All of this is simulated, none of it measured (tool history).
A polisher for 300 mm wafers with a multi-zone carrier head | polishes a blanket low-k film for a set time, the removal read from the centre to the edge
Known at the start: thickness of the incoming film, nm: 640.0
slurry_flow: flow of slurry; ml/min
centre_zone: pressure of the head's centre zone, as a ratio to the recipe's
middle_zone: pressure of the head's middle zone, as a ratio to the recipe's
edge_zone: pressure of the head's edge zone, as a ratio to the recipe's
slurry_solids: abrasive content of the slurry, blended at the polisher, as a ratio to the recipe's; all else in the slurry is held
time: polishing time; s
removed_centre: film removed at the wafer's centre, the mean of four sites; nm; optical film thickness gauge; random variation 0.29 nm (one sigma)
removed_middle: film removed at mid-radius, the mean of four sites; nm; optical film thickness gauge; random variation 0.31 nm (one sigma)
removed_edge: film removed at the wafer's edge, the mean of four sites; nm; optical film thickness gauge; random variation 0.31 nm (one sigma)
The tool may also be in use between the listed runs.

{"run": 1, "hour": 0.0, "slurry_flow": 235, "centre_zone": 1.0, "middle_zone": 1.0, "edge_zone": 1.0, "slurry_solids": 1.0, "time": 76, "removed_centre": 32.962, "removed_middle": 32.755, "removed_edge": 33.451}
{"run": 2, "hour": 1.7, "slurry_flow": 235, "centre_zone": 1.0, "middle_zone": 1.0, "edge_zone": 1.0, "slurry_solids": 1.0, "time": 91, "removed_centre": 39.073, "removed_middle": 38.545, "removed_edge": 40.644}
{"run": 3, "hour": 6.1, "slurry_flow": 230, "centre_zone": 1.01, "middle_zone": 0.99, "edge_zone": 0.99, "slurry_solids": 1.0, "time": 91, "removed_centre": 39.441, "removed_middle": 38.363, "removed_edge": 40.453}
{"run": 4, "hour": 11.7, "slurry_flow": 230, "centre_zone": 0.94, "middle_zone": 0.99, "edge_zone": 0.99, "slurry_solids": 1.0, "time": 91, "removed_centre": 36.95, "removed_middle": 38.239, "removed_edge": 40.39}
{"run": 5, "hour": 18.1, "slurry_flow": 230, "centre_zone": 0.94, "middle_zone": 0.93, "edge_zone": 0.99, "slurry_solids": 1.0, "time": 91, "removed_centre": 36.438, "removed_middle": 36.021, "removed_edge": 40.642}
{"run": 6, "hour": 22.6, "slurry_flow": 230, "centre_zone": 0.94, "middle_zone": 0.93, "edge_zone": 0.99, "slurry_solids": 0.9, "time": 91, "removed_centre": 35.487, "removed_middle": 35.318, "removed_edge": 38.395}
{"run": 7, "hour": 28.2, "slurry_flow": 245, "centre_zone": 0.96, "middle_zone": 0.92, "edge_zone": 0.99, "slurry_solids": 0.9, "time": 91, "removed_centre": 36.341, "removed_middle": 34.479, "removed_edge": 39.008}

Forecast run 8:
{"run": 8, "hour": 34.9, "slurry_flow": 255, "centre_zone": 0.98, "middle_zone": 0.93, "edge_zone": 0.98, "slurry_solids": 0.9, "time": 91, "removed_centre": "?", "removed_middle": "?", "removed_edge": "?"}

{"run 8": {"removed_centre": 36.98, "removed_middle": 35.311, "removed_edge": 38.661}}
